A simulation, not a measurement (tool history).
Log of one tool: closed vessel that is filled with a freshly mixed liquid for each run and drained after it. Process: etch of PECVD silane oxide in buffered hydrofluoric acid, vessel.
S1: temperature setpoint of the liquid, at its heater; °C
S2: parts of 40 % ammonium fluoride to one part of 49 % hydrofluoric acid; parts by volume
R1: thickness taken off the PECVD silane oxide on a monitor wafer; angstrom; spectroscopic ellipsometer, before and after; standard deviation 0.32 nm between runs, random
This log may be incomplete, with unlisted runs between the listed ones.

{"run": 1, "hour": 0.0, "S1": 23.0, "S2": 18.5, "time in the liquid (s)": 90, "R1": 994.5}
{"run": 2, "hour": 3.4, "S1": 22.5, "S2": 18.5, "time in the liquid (s)": 90, "R1": 970.02}
{"run": 3, "hour": 12.2, "S1": 22.5, "S2": 18.5, "time in the liquid (s)": 95, "R1": 1022.0}
{"run": 4, "hour": 17.4, "S1": 22.0, "S2": 18.5, "time in the liquid (s)": 95, "R1": 998.3}
{"run": 5, "hour": 25.1, "S1": 21.5, "S2": 18.5, "time in the liquid (s)": 95, "R1": 963.64}
{"run": 6, "hour": 27.5, "S1": 21.5, "S2": 18.5, "time in the liquid (s)": 95, "R1": 976.38}
{"run": 7, "hour": 33.3, "S1": 21.0, "S2": 18.5, "time in the liquid (s)": 95, "R1": 942.97}

Estimate the outcome of run 8 from the log above:
{"run": 8, "hour": 34.2, "S1": 20.5, "S2": 18.5, "time in the liquid (s)": 95, "R1": "?"}

{"run 8": {"R1": 915.9}}

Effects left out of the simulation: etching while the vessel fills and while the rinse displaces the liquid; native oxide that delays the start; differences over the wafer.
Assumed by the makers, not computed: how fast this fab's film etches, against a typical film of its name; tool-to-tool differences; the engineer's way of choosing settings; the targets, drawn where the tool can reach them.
